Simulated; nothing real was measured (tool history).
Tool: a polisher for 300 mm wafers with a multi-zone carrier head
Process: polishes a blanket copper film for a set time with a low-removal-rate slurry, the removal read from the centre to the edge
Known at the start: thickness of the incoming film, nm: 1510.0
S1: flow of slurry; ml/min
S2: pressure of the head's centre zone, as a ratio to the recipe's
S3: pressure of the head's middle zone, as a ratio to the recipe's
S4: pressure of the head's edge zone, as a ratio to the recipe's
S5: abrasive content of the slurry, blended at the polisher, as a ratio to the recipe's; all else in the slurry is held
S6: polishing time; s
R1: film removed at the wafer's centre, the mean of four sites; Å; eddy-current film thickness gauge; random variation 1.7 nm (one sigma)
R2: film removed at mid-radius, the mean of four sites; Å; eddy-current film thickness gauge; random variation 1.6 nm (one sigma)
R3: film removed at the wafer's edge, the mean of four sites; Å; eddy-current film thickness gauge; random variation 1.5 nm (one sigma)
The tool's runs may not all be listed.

run	day	S1	S2	S3	S4	S5	S6	R1	R2	R3
1	0	315	1	1	1	1	35	1085.5	1104.7	1136
2	0.121	315	0.98	1	1.04	1.15	36	1149.7	1172.6	1230
3	0.421	315	0.95	1	1.07	1.2	36	1106.4	1172.9	1224.4
4	0.508	315	0.95	1.08	1.07	1.2	36	1132.6	1241.6	1220.2
5	0.667	315	0.95	1.08	1.07	1.2	29	884.21	989.45	1009.9
6	0.921	315	0.93	1.05	1.1	1.25	32	969.01	1091.8	1104.2
7	1.058	310	0.91	1	1.13	1.3	34	1010.4	1109.5	1196.5
8	1.238	310	0.9	0.99	1.14	1.35	35	1046.6	1164.4	1260.1
9	1.488	310	0.9	0.99	1.15	1.4	36	1099.7	1201.2	1309.9

Run 10 comes next. What will it give?
10	1.708	310	0.89	0.99	1.16	1.45	37	?	?	?

R1: 1094.5 Å
R2: 1244 Å
R3: 1363.5 Å
